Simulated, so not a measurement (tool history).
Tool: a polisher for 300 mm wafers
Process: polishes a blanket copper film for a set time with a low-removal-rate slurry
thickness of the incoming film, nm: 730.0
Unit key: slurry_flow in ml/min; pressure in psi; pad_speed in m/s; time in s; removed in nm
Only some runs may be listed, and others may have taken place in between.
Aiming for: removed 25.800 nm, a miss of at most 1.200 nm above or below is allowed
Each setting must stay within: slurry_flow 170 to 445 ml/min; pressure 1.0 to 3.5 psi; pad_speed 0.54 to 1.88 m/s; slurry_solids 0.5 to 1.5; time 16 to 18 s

run 1 hour=0.0 | slurry_flow=285 pressure=2.2 pad_speed=1.20 slurry_solids=1.0 time=18 | removed=40.802
run 2 hour=2.9 | slurry_flow=285 pressure=2.0 pad_speed=1.20 slurry_solids=1.0 time=18 | removed=37.183
run 3 hour=5.9 | slurry_flow=285 pressure=2.0 pad_speed=1.20 slurry_solids=1.2 time=18 | removed=39.134
run 4 hour=10.8 | slurry_flow=285 pressure=2.2 pad_speed=1.20 slurry_solids=1.2 time=18 | removed=41.496
run 5 hour=19.4 | slurry_flow=285 pressure=2.2 pad_speed=1.20 slurry_solids=1.2 time=16 | removed=37.377
-- hour=28.0 slurry nozzle cleaned
run 6 hour=28.0 | slurry_flow=255 pressure=2.2 pad_speed=1.20 slurry_solids=1.2 time=16 | removed=37.970
run 7 hour=32.7 | slurry_flow=255 pressure=2.0 pad_speed=1.18 slurry_solids=1.2 time=16 | removed=34.955
run 8 hour=37.7 | slurry_flow=255 pressure=1.8 pad_speed=1.18 slurry_solids=1.2 time=16 | removed=31.201
run 9 hour=40.7 | slurry_flow=255 pressure=1.8 pad_speed=1.18 slurry_solids=1.2 time=16 | removed=31.268
run 10 hour=49.7 | slurry_flow=255 pressure=1.7 pad_speed=1.18 slurry_solids=1.2 time=16 | removed=29.950
run 11 hour=55.7 | slurry_flow=255 pressure=1.3 pad_speed=1.16 slurry_solids=1.2 time=16 | removed=22.804

Consider the 4 candidate settings below. Which is the only one whose results all fall within their allowed miss of target?
run A hour=61.7 | slurry_flow=240 pressure=1.5 pad_speed=1.18 slurry_solids=1.2 time=18 | removed=?
run B hour=61.7 | slurry_flow=240 pressure=1.3 pad_speed=1.26 slurry_solids=1.2 time=17 | removed=?
run C hour=61.7 | slurry_flow=170 pressure=1.6 pad_speed=1.14 slurry_solids=1.3 time=18 | removed=?
run D hour=61.7 | slurry_flow=315 pressure=1.2 pad_speed=1.16 slurry_solids=1.1 time=16 | removed=?

move=A removed=29.156
move=B removed=25.439
move=C removed=28.921
move=D removed=20.952
A: the result that was furthest off in the last run now lies on the other side of its target
B: meets every target
C: the result that was furthest off in the last run now lies on the other side of its target
D: moves away from the targets compared with the last run
Go with B: it meets all targets.
